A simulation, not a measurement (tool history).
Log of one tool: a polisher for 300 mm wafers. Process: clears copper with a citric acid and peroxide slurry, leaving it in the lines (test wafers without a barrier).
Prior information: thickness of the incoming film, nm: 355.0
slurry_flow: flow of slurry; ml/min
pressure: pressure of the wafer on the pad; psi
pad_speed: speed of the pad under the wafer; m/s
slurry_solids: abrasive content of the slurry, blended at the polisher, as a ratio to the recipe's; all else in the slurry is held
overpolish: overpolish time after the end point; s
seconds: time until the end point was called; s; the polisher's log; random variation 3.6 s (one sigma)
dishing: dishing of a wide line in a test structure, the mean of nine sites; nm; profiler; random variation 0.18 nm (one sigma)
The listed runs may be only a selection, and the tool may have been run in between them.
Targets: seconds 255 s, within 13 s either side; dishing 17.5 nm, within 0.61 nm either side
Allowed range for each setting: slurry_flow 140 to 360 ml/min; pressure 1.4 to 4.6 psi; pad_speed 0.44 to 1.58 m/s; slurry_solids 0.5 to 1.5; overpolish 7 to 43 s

Run 1, day 0: slurry_flow 230 ml/min, pressure 3 psi, pad_speed 1 m/s, slurry_solids 1, overpolish 22 s. Result: seconds 174.44 s, dishing 22.055 nm.
Run 2, day 0.062: slurry_flow 230 ml/min, pressure 2.6 psi, pad_speed 1 m/s, slurry_solids 1, overpolish 22 s. Result: seconds 191.83 s, dishing 20.829 nm.
Run 3, day 0.229: slurry_flow 230 ml/min, pressure 2.6 psi, pad_speed 1 m/s, slurry_solids 1.2, overpolish 22 s. Result: seconds 186.83 s, dishing 21.31 nm.
Run 4, day 0.438: slurry_flow 200 ml/min, pressure 2.6 psi, pad_speed 1 m/s, slurry_solids 1.2, overpolish 22 s. Result: seconds 194.06 s, dishing 21.28 nm.
Run 5, day 0.508: slurry_flow 200 ml/min, pressure 2.6 psi, pad_speed 1 m/s, slurry_solids 1.1, overpolish 22 s. Result: seconds 193.08 s, dishing 21.527 nm.
At day 0.667: worn pad replaced by a new one.
Run 6, day 0.667: slurry_flow 200 ml/min, pressure 2.6 psi, pad_speed 1 m/s, slurry_solids 1.2, overpolish 22 s. Result: seconds 174.21 s, dishing 22.592 nm.
Run 7, day 0.933: slurry_flow 230 ml/min, pressure 2.3 psi, pad_speed 1 m/s, slurry_solids 1.2, overpolish 22 s. Result: seconds 184.03 s, dishing 21.787 nm.
Run 8, day 1.058: slurry_flow 225 ml/min, pressure 2.1 psi, pad_speed 0.92 m/s, slurry_solids 1.2, overpolish 21 s. Result: seconds 209.04 s, dishing 19.122 nm.
Run 9, day 1.217: slurry_flow 215 ml/min, pressure 1.9 psi, pad_speed 0.9 m/s, slurry_solids 1.2, overpolish 21 s. Result: seconds 236.67 s, dishing 18.302 nm.
Run 10, day 1.421: slurry_flow 200 ml/min, pressure 1.7 psi, pad_speed 0.9 m/s, slurry_solids 1.2, overpolish 20 s. Result: seconds 250.92 s, dishing 16.827 nm.

Which single option among these 5 for the next run brings every result within its allowed miss of target? Just one does.
Run A, day 1.625: slurry_flow 240 ml/min, pressure 1.8 psi, pad_speed 0.86 m/s, slurry_solids 1.2, overpolish 18 s. Result: seconds ?, dishing ?.
Run B, day 1.625: slurry_flow 230 ml/min, pressure 1.7 psi, pad_speed 0.86 m/s, slurry_solids 1.1, overpolish 18 s. Result: seconds ?, dishing ?.
Run C, day 1.625: slurry_flow 185 ml/min, pressure 1.6 psi, pad_speed 0.96 m/s, slurry_solids 1.1, overpolish 18 s. Result: seconds ?, dishing ?.
Run D, day 1.625: slurry_flow 210 ml/min, pressure 1.7 psi, pad_speed 0.88 m/s, slurry_solids 1.35, overpolish 18 s. Result: seconds ?, dishing ?.
Run E, day 1.625: slurry_flow 140 ml/min, pressure 1.8 psi, pad_speed 0.86 m/s, slurry_solids 1.35, overpolish 22 s. Result: seconds ?, dishing ?.

move  seconds  dishing
   A   245.62   15.829
   B   259.82   15.172
   C   247.37   15.692
   D   244.43   15.861
   E   254.27    17.79
A: misses by more than the last run did
B: misses by more than the last run did
C: misses by more than the last run did
D: misses by more than the last run did
E: meets every target
Answer: E

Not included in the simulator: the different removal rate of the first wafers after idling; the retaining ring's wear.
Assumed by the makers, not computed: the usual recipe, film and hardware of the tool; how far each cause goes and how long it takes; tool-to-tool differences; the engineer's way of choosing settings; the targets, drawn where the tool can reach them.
